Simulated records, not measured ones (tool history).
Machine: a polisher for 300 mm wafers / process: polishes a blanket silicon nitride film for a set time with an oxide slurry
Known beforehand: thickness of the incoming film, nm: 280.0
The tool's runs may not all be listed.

run	hour	flow of slurry (ml/min)	pressure of the wafer on the pad (kPa)	speed of the pad under the wafer (m/s)	abrasive content of the slurry	polishing time (s)	film removed (Å)
1	0	135	24.8	1.32	1	33	256.47
2	0.8	130	22.1	1.3	1	33	236.51
3	5.4	130	20	1.22	1	33	210.86
4	7.1	145	20	1.22	1	33	218.36
5	10.8	135	17.9	1.18	1	33	195.1
6	16.2	135	21.4	1.18	1	33	220.48
7	21	130	19.3	1.14	1	33	202.14
8	29.2	125	17.9	1.08	1	33	184.56
9	36.1	120	16.5	1.06	1	33	170.7
10	40.1	115	15.2	1.06	1	33	159.51
11	46.5	110	14.5	1.06	1	33	155.54
12	47.8	105	13.8	1.06	1	33	148.8
13	56.1	100	13.1	1.06	1	33	144.51

For run 14, what comes out?
14	63.4	95	13.1	1.06	1	33	?

Run 14 measured film removed (Å) 141.72.
